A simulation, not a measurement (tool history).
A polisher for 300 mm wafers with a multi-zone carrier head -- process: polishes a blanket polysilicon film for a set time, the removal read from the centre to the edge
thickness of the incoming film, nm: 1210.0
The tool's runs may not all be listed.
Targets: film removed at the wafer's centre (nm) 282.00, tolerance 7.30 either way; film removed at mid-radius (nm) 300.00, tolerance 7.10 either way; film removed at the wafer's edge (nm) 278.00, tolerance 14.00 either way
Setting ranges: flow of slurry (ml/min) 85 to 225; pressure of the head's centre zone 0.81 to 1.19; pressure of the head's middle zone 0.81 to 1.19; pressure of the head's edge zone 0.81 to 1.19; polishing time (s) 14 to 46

| run | hour | flow of slurry (ml/min) | pressure of the head's centre zone | pressure of the head's middle zone | pressure of the head's edge zone | polishing time (s) | film removed at the wafer's centre (nm) | film removed at mid-radius (nm) | film removed at the wafer's edge (nm) |
|---|---|---|---|---|---|---|---|---|---|
| 1 | 0.0 | 145 | 1.00 | 1.00 | 1.00 | 30 | 215.67 | 223.58 | 226.83 |
| 2 | 5.2 | 145 | 1.00 | 1.07 | 1.00 | 30 | 216.50 | 234.70 | 223.17 |
| 3 | 8.6 | 145 | 1.04 | 1.07 | 1.00 | 30 | 222.69 | 233.61 | 227.29 |
| 4 | 11.9 | 145 | 1.04 | 1.07 | 1.00 | 27 | 203.46 | 212.60 | 203.15 |
| 5 | 19.0 | 125 | 1.04 | 1.07 | 1.00 | 27 | 192.77 | 205.77 | 195.20 |
| 6 | 24.8 | 105 | 1.04 | 1.07 | 1.00 | 27 | 184.05 | 196.28 | 196.36 |
| 7 | 27.1 | 115 | 1.04 | 1.08 | 1.02 | 28 | 194.59 | 210.66 | 208.09 |
| 8 | 32.6 | 125 | 1.05 | 1.09 | 1.04 | 28 | 200.46 | 216.32 | 215.18 |
| 9 | 38.1 | 165 | 1.15 | 1.19 | 1.08 | 32 | 260.05 | 281.26 | 248.85 |
| 10 | 44.4 | 170 | 1.15 | 1.19 | 1.09 | 32 | 259.17 | 277.69 | 251.32 |
| 11 | 46.7 | 175 | 1.15 | 1.19 | 1.10 | 32 | 262.14 | 286.17 | 253.02 |
| 12 | 52.7 | 175 | 1.15 | 1.19 | 1.11 | 32 | 262.53 | 282.79 | 256.77 |
| 13 | 56.9 | 180 | 1.15 | 1.19 | 1.12 | 32 | 265.64 | 281.28 | 255.58 |
|  | 64.6 | worn pad replaced by a new one |
| 14 | 64.6 | 195 | 1.13 | 1.19 | 1.14 | 33 | 305.51 | 329.84 | 301.82 |
| 15 | 65.7 | 190 | 1.13 | 1.19 | 1.14 | 33 | 303.55 | 323.99 | 291.85 |
| 16 | 70.7 | 185 | 1.13 | 1.19 | 1.14 | 33 | 301.07 | 326.05 | 300.14 |
| 17 | 77.9 | 180 | 1.13 | 1.19 | 1.14 | 33 | 300.78 | 324.50 | 301.05 |
| 18 | 80.6 | 170 | 1.15 | 1.19 | 1.12 | 33 | 300.20 | 318.29 | 299.37 |
| 19 | 88.9 | 170 | 1.14 | 1.18 | 1.11 | 33 | 297.10 | 319.77 | 292.56 |

Exercise: of the 5 proposed moves below, exactly one satisfies all targets within the stated allowed misses. Which move is it?
| A | 97.2 | 195 | 1.19 | 1.19 | 1.01 | 33 | ? | ? | ? |
| B | 97.2 | 200 | 1.11 | 1.15 | 1.10 | 31 | ? | ? | ? |
| C | 97.2 | 195 | 1.19 | 1.05 | 1.11 | 33 | ? | ? | ? |
| D | 97.2 | 140 | 1.04 | 1.19 | 0.96 | 36 | ? | ? | ? |
| E | 97.2 | 150 | 1.14 | 1.17 | 1.05 | 37 | ? | ? | ? |

| move | film removed at the wafer's centre (nm) | film removed at mid-radius (nm) | film removed at the wafer's edge (nm) |
|---|---|---|---|
| A | 316.87 | 327.84 | 286.10 |
| B | 285.42 | 300.86 | 279.01 |
| C | 316.59 | 297.00 | 297.66 |
| D | 296.60 | 337.64 | 293.43 |
| E | 328.50 | 346.93 | 315.44 |
A: its largest miss is bigger than the last run's
B: each result inside its tolerance
C: brings the result that was furthest off to its target, and leaves another outside
D: its largest miss is bigger than the last run's
E: its largest miss is bigger than the last run's
B meets every target.

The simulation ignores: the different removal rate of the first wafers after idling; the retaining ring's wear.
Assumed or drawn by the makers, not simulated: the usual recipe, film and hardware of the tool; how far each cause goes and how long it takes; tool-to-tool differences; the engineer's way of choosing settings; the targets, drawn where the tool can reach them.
